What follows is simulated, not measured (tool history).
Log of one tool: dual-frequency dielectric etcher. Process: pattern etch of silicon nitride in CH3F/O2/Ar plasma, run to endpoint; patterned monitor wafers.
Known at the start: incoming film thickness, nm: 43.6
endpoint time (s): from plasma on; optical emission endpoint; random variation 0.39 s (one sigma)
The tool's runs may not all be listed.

run,hour,source power (kW),bias power (kW),endpoint time (s)
1,0.0,0.520,0.077,60.768
2,1.6,0.590,0.077,56.576
3,4.6,0.530,0.077,60.489
4,8.8,0.530,0.065,62.637
5,15.8,0.530,0.056,64.731
6,22.6,0.560,0.060,61.171
7,28.8,0.660,0.073,52.671
8,33.0,0.670,0.073,53.672
9,39.0,0.680,0.074,53.678
10,39.7,0.690,0.075,51.852
11,46.1,0.700,0.075,51.284

Run 12 comes next. What will it give?
12,53.4,0.700,0.075,?

Run 12 gave endpoint time (s) 51.269.
